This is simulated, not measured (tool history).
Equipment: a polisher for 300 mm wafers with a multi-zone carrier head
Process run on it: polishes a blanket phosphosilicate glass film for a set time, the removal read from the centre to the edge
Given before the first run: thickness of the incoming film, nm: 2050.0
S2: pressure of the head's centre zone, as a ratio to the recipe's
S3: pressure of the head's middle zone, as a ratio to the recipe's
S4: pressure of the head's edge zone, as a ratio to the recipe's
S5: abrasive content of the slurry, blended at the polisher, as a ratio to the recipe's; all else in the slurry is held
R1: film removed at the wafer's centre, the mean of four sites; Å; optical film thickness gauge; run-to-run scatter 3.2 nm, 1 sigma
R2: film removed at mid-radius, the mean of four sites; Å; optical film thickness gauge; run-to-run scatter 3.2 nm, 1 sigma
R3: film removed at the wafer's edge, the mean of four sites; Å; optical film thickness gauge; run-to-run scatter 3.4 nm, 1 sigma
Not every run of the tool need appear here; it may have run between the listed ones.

Run 1, hour 0: flow of slurry (ml/min) 300, S2 1, S3 1, S4 1, S5 1, polishing time (s) 71. Result: R1 4397.3 Å, R2 4436.8 Å, R3 4459.4 Å.
Run 2, hour 5.4: flow of slurry (ml/min) 290, S2 0.96, S3 0.98, S4 0.98, S5 0.95, polishing time (s) 71. Result: R1 4157.6 Å, R2 4251.1 Å, R3 4337.1 Å.
Run 3, hour 14: flow of slurry (ml/min) 285, S2 0.93, S3 0.98, S4 0.98, S5 0.9, polishing time (s) 71. Result: R1 3950.2 Å, R2 4086.3 Å, R3 4193.5 Å.
Run 4, hour 15.1: flow of slurry (ml/min) 280, S2 0.9, S3 0.99, S4 0.99, S5 0.85, polishing time (s) 71. Result: R1 3684.6 Å, R2 3944.9 Å, R3 4157.5 Å.
Run 5, hour 15.7: flow of slurry (ml/min) 280, S2 0.94, S3 0.99, S4 0.99, S5 0.85, polishing time (s) 71. Result: R1 3811.6 Å, R2 3991.3 Å, R3 4046.4 Å.
Run 6, hour 22.2: flow of slurry (ml/min) 280, S2 0.94, S3 0.99, S4 0.99, S5 0.85, polishing time (s) 89. Result: R1 4782.7 Å, R2 4964.2 Å, R3 5152 Å.
Run 7, hour 27.2: flow of slurry (ml/min) 270, S2 0.91, S3 0.99, S4 0.98, S5 0.75, polishing time (s) 87. Result: R1 4316.2 Å, R2 4540.5 Å, R3 4578.6 Å.
Run 8, hour 36: flow of slurry (ml/min) 265, S2 0.89, S3 0.99, S4 1, S5 0.7, polishing time (s) 86. Result: R1 3879.3 Å, R2 4226 Å, R3 4384.7 Å.
Run 9, hour 37.9: flow of slurry (ml/min) 255, S2 0.88, S3 0.99, S4 1, S5 0.65, polishing time (s) 86. Result: R1 3627.2 Å, R2 3979.8 Å, R3 4119.4 Å.

Expected results for the next run?
Run 10, hour 46.4: flow of slurry (ml/min) 240, S2 0.87, S3 0.99, S4 1, S5 0.65, polishing time (s) 86. Result: R1 ?, R2 ?, R3 ?.

{"run 10": {"R1": 3560.3, "R2": 3986.3, "R3": 4100.6}}
